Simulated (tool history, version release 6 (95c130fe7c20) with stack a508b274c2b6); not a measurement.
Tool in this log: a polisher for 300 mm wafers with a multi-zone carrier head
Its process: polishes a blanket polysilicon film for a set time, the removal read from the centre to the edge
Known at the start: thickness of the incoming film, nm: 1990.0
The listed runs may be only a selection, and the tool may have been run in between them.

run  hour  flow of slurry (ml/min)  pressure of the head's centre zone  pressure of the head's middle zone  pressure of the head's edge zone  polishing time (s)  film removed at the wafer's centre (nm)  film removed at mid-radius (nm)  film removed at the wafer's edge (nm)
  1   0.0                      240                                1.00                                1.00                              1.00                  41                                   338.58                           329.16                                 334.26
  2   4.5                      245                                1.02                                1.01                              1.02                  43                                   368.07                           352.40                                 352.48
  3   8.1                      245                                1.02                                1.01                              0.98                  43                                   358.60                           352.62                                 349.52
  4  10.5                      250                                1.03                                1.01                              1.00                  45                                   381.62                           366.24                                 370.93
  5  11.3                      255                                1.04                                1.02                              1.02                  46                                   397.74                           387.91                                 378.80
  6  15.7                      255                                1.05                                1.01                              1.03                  48                                   419.05                           403.10                                 401.38
  7  22.1                      260                                1.06                                1.00                              1.04                  49                                   436.45                           402.26                                 414.34
  8  27.6                      265                                1.07                                1.00                              1.05                  50                                   456.65                           408.20                                 423.76
  9  29.6                      265                                1.07                                1.00                              1.06                  51                                   446.45                           418.62                                 431.61
 10  30.9                      265                                1.08                                1.00                              1.06                  52                                   472.17                           424.29                                 446.64
 11  33.7                      270                                1.09                                1.01                              1.07                  53                                   481.98                           444.24                                 446.60

Run 12, settings as shown, results not yet in. Your forecast:
 12  42.3                      270                                1.09                                1.01                              1.07                  54                                        ?                                ?                                      ?

film removed at the wafer's centre (nm): 488.13
film removed at mid-radius (nm): 442.83
film removed at the wafer's edge (nm): 463.57

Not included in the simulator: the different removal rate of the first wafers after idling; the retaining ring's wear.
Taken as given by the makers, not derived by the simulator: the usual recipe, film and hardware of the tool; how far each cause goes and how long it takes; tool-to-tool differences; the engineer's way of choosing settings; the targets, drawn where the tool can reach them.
